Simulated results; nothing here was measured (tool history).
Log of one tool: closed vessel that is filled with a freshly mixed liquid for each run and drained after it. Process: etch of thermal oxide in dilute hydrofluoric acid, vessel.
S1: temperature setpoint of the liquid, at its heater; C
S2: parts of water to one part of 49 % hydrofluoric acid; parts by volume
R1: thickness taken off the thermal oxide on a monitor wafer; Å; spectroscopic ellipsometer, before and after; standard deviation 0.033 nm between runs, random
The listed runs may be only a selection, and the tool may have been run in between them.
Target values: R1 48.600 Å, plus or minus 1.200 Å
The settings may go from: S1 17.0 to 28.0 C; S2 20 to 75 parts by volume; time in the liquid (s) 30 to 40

run 1 day=0.000 | S1=20.0 S2=45 time_in_the_liquid_(s)=40 | R1=38.263
run 2 day=0.046 | S1=20.0 S2=30 time_in_the_liquid_(s)=40 | R1=57.404
run 3 day=0.254 | S1=20.0 S2=45 time_in_the_liquid_(s)=40 | R1=37.892
run 4 day=0.400 | S1=20.5 S2=45 time_in_the_liquid_(s)=40 | R1=38.986
run 5 day=0.754 | S1=17.5 S2=45 time_in_the_liquid_(s)=40 | R1=34.093
run 6 day=1.050 | S1=18.5 S2=45 time_in_the_liquid_(s)=40 | R1=35.395
run 7 day=1.338 | S1=18.5 S2=45 time_in_the_liquid_(s)=40 | R1=35.875
run 8 day=1.508 | S1=19.0 S2=45 time_in_the_liquid_(s)=40 | R1=36.740
run 9 day=1.733 | S1=23.0 S2=45 time_in_the_liquid_(s)=40 | R1=43.572
run 10 day=1.996 | S1=24.5 S2=45 time_in_the_liquid_(s)=40 | R1=45.457

4 next moves are on the table. One of them brings every result within its allowed miss. Which?
run A day=2.258 | S1=23.0 S2=40 time_in_the_liquid_(s)=40 | R1=?
run B day=2.258 | S1=25.0 S2=40 time_in_the_liquid_(s)=40 | R1=?
run C day=2.258 | S1=24.5 S2=40 time_in_the_liquid_(s)=35 | R1=?
run D day=2.258 | S1=27.5 S2=45 time_in_the_liquid_(s)=40 | R1=?

move=A R1=49.130
move=B R1=53.381
move=C R1=45.755
move=D R1=52.160
A: all results land within tolerance of their targets
B: the result that was furthest off in the last run now lies on the other side of its target
C: gains on the last run, yet a result remains outside its allowed miss
D: the result that was furthest off in the last run now lies on the other side of its target
Go with A: it meets all targets.
